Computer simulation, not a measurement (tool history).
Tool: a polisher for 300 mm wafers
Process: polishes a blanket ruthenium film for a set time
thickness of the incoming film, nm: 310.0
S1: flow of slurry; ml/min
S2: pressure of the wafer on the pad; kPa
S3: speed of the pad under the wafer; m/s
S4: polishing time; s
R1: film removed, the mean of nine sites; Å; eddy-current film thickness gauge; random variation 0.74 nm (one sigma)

run    day   S1    S2    S3   S4      R1
  1      0  225   9.7  0.84  111  776.53
  2  0.279  225     9  0.84  111  730.42
  3   0.55  225     9  0.84  117  756.57
  4  0.838  225     9  0.96  117  854.73
  5  1.012  225    11  0.96  117    1037
  6  1.283  225  10.3  0.96  117   969.7
  7   1.35  225   9.7  0.96  117  922.53
  8  1.396  225   9.7  0.96  117  910.51
  9  1.683  225     9  0.96  117  856.93

Run 10 comes next. What will it give?
 10  1.917  225  7.6  0.96  117   ?

R1: 737.74 Å

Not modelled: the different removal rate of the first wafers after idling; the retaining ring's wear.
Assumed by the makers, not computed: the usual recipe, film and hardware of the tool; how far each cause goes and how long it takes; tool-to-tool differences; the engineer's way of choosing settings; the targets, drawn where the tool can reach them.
